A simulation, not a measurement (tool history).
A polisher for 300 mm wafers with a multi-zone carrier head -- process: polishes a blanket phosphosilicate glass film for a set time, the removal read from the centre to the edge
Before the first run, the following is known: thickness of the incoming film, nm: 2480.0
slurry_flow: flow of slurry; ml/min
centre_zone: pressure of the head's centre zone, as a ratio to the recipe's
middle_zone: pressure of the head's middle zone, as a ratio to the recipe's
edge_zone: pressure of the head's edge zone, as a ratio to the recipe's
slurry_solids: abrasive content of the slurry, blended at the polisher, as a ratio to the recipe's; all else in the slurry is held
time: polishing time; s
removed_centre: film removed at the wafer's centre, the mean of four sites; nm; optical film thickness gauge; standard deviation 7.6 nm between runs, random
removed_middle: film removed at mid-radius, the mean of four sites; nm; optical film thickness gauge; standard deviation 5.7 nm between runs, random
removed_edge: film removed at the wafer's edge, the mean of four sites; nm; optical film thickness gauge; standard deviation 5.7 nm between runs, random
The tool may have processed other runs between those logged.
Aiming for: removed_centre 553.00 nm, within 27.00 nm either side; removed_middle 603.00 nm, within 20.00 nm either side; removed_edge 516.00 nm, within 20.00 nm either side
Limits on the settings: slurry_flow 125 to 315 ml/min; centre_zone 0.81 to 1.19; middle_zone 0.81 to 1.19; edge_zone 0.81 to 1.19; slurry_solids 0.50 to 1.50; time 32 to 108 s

run 1 hour=0.0 | slurry_flow=205 centre_zone=1.00 middle_zone=1.00 edge_zone=1.00 slurry_solids=1.00 time=70 | removed_centre=696.25 removed_middle=705.29 removed_edge=718.67
run 2 hour=0.6 | slurry_flow=205 centre_zone=1.00 middle_zone=1.00 edge_zone=1.00 slurry_solids=1.00 time=57 | removed_centre=565.63 removed_middle=571.56 removed_edge=582.94
run 3 hour=5.2 | slurry_flow=205 centre_zone=1.00 middle_zone=1.00 edge_zone=1.00 slurry_solids=0.85 time=57 | removed_centre=522.42 removed_middle=538.42 removed_edge=544.41
run 4 hour=12.1 | slurry_flow=205 centre_zone=1.00 middle_zone=1.00 edge_zone=1.00 slurry_solids=0.95 time=57 | removed_centre=553.56 removed_middle=558.16 removed_edge=573.63
run 5 hour=18.8 | slurry_flow=205 centre_zone=1.00 middle_zone=1.00 edge_zone=1.06 slurry_solids=0.95 time=57 | removed_centre=553.85 removed_middle=565.99 removed_edge=582.16
run 6 hour=26.0 | slurry_flow=205 centre_zone=0.93 middle_zone=1.00 edge_zone=1.06 slurry_solids=0.95 time=57 | removed_centre=509.51 removed_middle=571.50 removed_edge=578.31
run 7 hour=26.9 | slurry_flow=215 centre_zone=0.96 middle_zone=1.04 edge_zone=1.02 slurry_solids=0.90 time=57 | removed_centre=514.44 removed_middle=562.82 removed_edge=546.71
run 8 hour=35.5 | slurry_flow=220 centre_zone=0.97 middle_zone=1.07 edge_zone=1.01 slurry_solids=0.90 time=57 | removed_centre=536.98 removed_middle=583.70 removed_edge=551.28
run 9 hour=39.0 | slurry_flow=225 centre_zone=0.98 middle_zone=1.09 edge_zone=0.99 slurry_solids=0.90 time=57 | removed_centre=541.33 removed_middle=596.82 removed_edge=551.50
run 10 hour=42.5 | slurry_flow=230 centre_zone=0.99 middle_zone=1.11 edge_zone=0.97 slurry_solids=0.90 time=57 | removed_centre=556.21 removed_middle=611.43 removed_edge=540.91
run 11 hour=51.2 | slurry_flow=230 centre_zone=0.99 middle_zone=1.11 edge_zone=0.96 slurry_solids=0.90 time=57 | removed_centre=537.55 removed_middle=620.79 removed_edge=540.81

4 candidate next runs follow, results not yet known. Just one meets every target within its allowed miss. Identify it.
run A hour=59.9 | slurry_flow=230 centre_zone=0.87 middle_zone=1.13 edge_zone=0.91 slurry_solids=0.95 time=55 | removed_centre=? removed_middle=? removed_edge=?
run B hour=59.9 | slurry_flow=230 centre_zone=1.04 middle_zone=1.15 edge_zone=0.95 slurry_solids=0.95 time=53 | removed_centre=? removed_middle=? removed_edge=?
run C hour=59.9 | slurry_flow=205 centre_zone=0.92 middle_zone=1.01 edge_zone=1.00 slurry_solids=0.95 time=60 | removed_centre=? removed_middle=? removed_edge=?
run D hour=59.9 | slurry_flow=240 centre_zone=0.93 middle_zone=1.12 edge_zone=0.98 slurry_solids=0.95 time=56 | removed_centre=? removed_middle=? removed_edge=?

move=A removed_centre=478.97 removed_middle=610.99 removed_edge=526.02
move=B removed_centre=552.61 removed_middle=597.17 removed_edge=515.26
move=C removed_centre=542.12 removed_middle=595.42 removed_edge=589.04
move=D removed_centre=524.86 removed_middle=620.61 removed_edge=553.74
A: puts the biggest miss on target and leaves a different result outside tolerance
B: all results in spec
C: further off than the last run
D: further off than the last run
Go with B: it meets all targets.
